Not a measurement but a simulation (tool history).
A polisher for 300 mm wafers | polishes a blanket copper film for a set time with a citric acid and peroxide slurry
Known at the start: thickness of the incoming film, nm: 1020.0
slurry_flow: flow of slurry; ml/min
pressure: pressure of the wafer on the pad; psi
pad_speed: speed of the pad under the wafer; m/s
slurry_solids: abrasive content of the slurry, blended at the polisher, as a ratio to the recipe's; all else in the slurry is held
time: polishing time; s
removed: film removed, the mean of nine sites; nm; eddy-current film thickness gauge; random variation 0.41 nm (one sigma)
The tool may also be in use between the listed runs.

{"run": 1, "day": 0.0, "slurry_flow": 145, "pressure": 3.9, "pad_speed": 1.18, "slurry_solids": 1, "time": 22, "removed": 80.58}
{"run": 2, "day": 0.308, "slurry_flow": 145, "pressure": 3.5, "pad_speed": 1.18, "slurry_solids": 1, "time": 22, "removed": 73.841}
{"run": 3, "day": 0.583, "slurry_flow": 145, "pressure": 3.5, "pad_speed": 1.3, "slurry_solids": 1, "time": 22, "removed": 80.163}
{"run": 4, "day": 0.612, "slurry_flow": 135, "pressure": 3.2, "pad_speed": 1.3, "slurry_solids": 1, "time": 22, "removed": 72.041}
{"run": 5, "day": 0.971, "slurry_flow": 165, "pressure": 3.2, "pad_speed": 1.3, "slurry_solids": 1, "time": 22, "removed": 72.668}
{"day": 1.267, "done": "head pressure recalibrated"}
{"run": 6, "day": 1.267, "slurry_flow": 140, "pressure": 3.2, "pad_speed": 1.3, "slurry_solids": 1, "time": 22, "removed": 77.619}

Forecast run 7:
{"run": 7, "day": 1.471, "slurry_flow": 155, "pressure": 2.9, "pad_speed": 1.3, "slurry_solids": 1, "time": 22, "removed": "?"}

{"run 7": {"removed": 70.939}}
